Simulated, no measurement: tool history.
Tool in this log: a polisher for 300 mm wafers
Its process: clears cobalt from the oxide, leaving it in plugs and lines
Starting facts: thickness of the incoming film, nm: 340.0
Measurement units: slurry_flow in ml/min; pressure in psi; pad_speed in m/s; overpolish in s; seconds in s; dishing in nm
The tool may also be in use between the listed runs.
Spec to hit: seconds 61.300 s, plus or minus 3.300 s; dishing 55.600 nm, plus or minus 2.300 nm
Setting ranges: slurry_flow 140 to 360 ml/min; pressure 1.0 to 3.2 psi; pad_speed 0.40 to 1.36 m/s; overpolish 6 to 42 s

{"run": 1, "hour": 0.0, "slurry_flow": 230, "pressure": 2.1, "pad_speed": 0.88, "overpolish": 21, "seconds": 87.656, "dishing": 51.421}
{"run": 2, "hour": 4.8, "slurry_flow": 230, "pressure": 1.7, "pad_speed": 0.88, "overpolish": 21, "seconds": 104.08, "dishing": 47.016}
{"run": 3, "hour": 6.4, "slurry_flow": 230, "pressure": 1.7, "pad_speed": 0.98, "overpolish": 21, "seconds": 101.21, "dishing": 48.145}
{"run": 4, "hour": 8.8, "slurry_flow": 230, "pressure": 1.7, "pad_speed": 0.98, "overpolish": 29, "seconds": 99.372, "dishing": 57.856}
{"run": 5, "hour": 16.6, "slurry_flow": 230, "pressure": 1.7, "pad_speed": 1.08, "overpolish": 29, "seconds": 89.815, "dishing": 60.408}
{"run": 6, "hour": 19.4, "slurry_flow": 230, "pressure": 1.7, "pad_speed": 1.2, "overpolish": 29, "seconds": 86.113, "dishing": 61.849}
{"run": 7, "hour": 19.9, "slurry_flow": 230, "pressure": 1.7, "pad_speed": 1.2, "overpolish": 29, "seconds": 83.965, "dishing": 62.008}
{"run": 8, "hour": 23.5, "slurry_flow": 230, "pressure": 1.8, "pad_speed": 1.22, "overpolish": 26, "seconds": 79.106, "dishing": 59.992}
{"run": 9, "hour": 29.1, "slurry_flow": 230, "pressure": 1.8, "pad_speed": 1.22, "overpolish": 26, "seconds": 79.61, "dishing": 61.403}

Which single option among these 4 for the next run brings every result within its allowed miss of target? Just one does.
{"run": "A", "hour": 34.7, "slurry_flow": 265, "pressure": 2.0, "pad_speed": 1.28, "overpolish": 17, "seconds": "?", "dishing": "?"}
{"run": "B", "hour": 34.7, "slurry_flow": 255, "pressure": 1.5, "pad_speed": 1.08, "overpolish": 28, "seconds": "?", "dishing": "?"}
{"run": "C", "hour": 34.7, "slurry_flow": 150, "pressure": 1.4, "pad_speed": 1.14, "overpolish": 31, "seconds": "?", "dishing": "?"}
{"run": "D", "hour": 34.7, "slurry_flow": 210, "pressure": 2.4, "pad_speed": 1.22, "overpolish": 17, "seconds": "?", "dishing": "?"}

move=A seconds=68.727 dishing=51.599
move=B seconds=102.840 dishing=54.585
move=C seconds=114.240 dishing=54.503
move=D seconds=61.289 dishing=54.914
A: closes in on the targets versus the last run, not all within tolerance yet
B: lands further from the targets than the last run did
C: lands further from the targets than the last run did
D: every result within its allowed miss
Go with D: it meets all targets.

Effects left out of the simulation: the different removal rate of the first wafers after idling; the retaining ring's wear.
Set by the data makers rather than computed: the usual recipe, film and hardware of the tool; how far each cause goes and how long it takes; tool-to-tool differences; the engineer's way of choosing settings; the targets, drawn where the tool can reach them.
